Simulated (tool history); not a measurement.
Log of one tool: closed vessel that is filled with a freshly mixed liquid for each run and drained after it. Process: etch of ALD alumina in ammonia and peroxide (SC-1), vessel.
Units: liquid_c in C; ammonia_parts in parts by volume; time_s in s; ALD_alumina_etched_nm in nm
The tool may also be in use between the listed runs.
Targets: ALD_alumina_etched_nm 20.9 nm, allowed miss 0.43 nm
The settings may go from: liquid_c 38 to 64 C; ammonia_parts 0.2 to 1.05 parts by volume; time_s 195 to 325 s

| run | day | liquid_c | ammonia_parts | time_s | ALD_alumina_etched_nm |
|---|---|---|---|---|---|
| 1 | 0 | 48 | 0.55 | 325 | 12.987 |
| 2 | 0.329 | 48 | 0.75 | 325 | 13.27 |
| 3 | 0.471 | 50.5 | 0.75 | 325 | 15.22 |
| 4 | 0.796 | 52 | 0.75 | 325 | 16.556 |
| 5 | 0.871 | 52 | 0.75 | 195 | 10.047 |
| 6 | 1.167 | 55.5 | 0.85 | 230 | 14.287 |
| 7 | 1.546 | 58 | 0.85 | 245 | 17.517 |
| 8 | 1.767 | 59 | 0.85 | 245 | 18.325 |
| 9 | 1.908 | 59 | 0.85 | 245 | 18.481 |
| 10 | 1.988 | 59.5 | 0.85 | 245 | 18.749 |
| 11 | 2.146 | 59.5 | 0.85 | 245 | 18.772 |
| 12 | 2.25 | 60 | 0.85 | 245 | 19.522 |

Which of these 5 next moves meets every target?
| A | 2.354 | 59.5 | 0.9 | 240 | ? |
| B | 2.354 | 58.5 | 0.75 | 280 | ? |
| C | 2.354 | 55 | 0.85 | 325 | ? |
| D | 2.354 | 55.5 | 1.05 | 315 | ? |
| E | 2.354 | 57 | 0.75 | 315 | ? |

| move | ALD_alumina_etched_nm |
|---|---|
| A | 18.626 |
| B | 20.282 |
| C | 19.825 |
| D | 20.132 |
| E | 21.101 |
A: further off than the last run
B: nearer than the last run, and not there yet
C: nearer than the last run, and not there yet
D: nearer than the last run, and not there yet
E: meets every target
The right move is E.
